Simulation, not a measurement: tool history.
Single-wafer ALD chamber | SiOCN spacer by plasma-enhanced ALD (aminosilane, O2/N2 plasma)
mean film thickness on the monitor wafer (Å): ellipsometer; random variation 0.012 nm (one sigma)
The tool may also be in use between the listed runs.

run	hour	heater temperature setpoint (deg C)	number of ALD cycles (cycles)	mean film thickness on the monitor wafer (Å)
1	0.0	410	64	36.779
2	6.4	409	66	37.967
3	7.8	399	66	39.389
4	16.5	398	67	39.917
5	21.5	398	59	35.236
6	29.7	397	61	36.492
7	32.8	396	63	37.728
8	39.7	395	64	38.301
9	41.8	395	65	39.011
# hour 49.7: thermocouple changed; heater temperature recalibrated
10	49.7	394	66	39.608
11	55.0	394	67	39.982
12	57.0	394	68	40.755

Forecast run 13:
13	62.2	394	68	?

Run 13 gave mean film thickness on the monitor wafer (Å) 40.771.
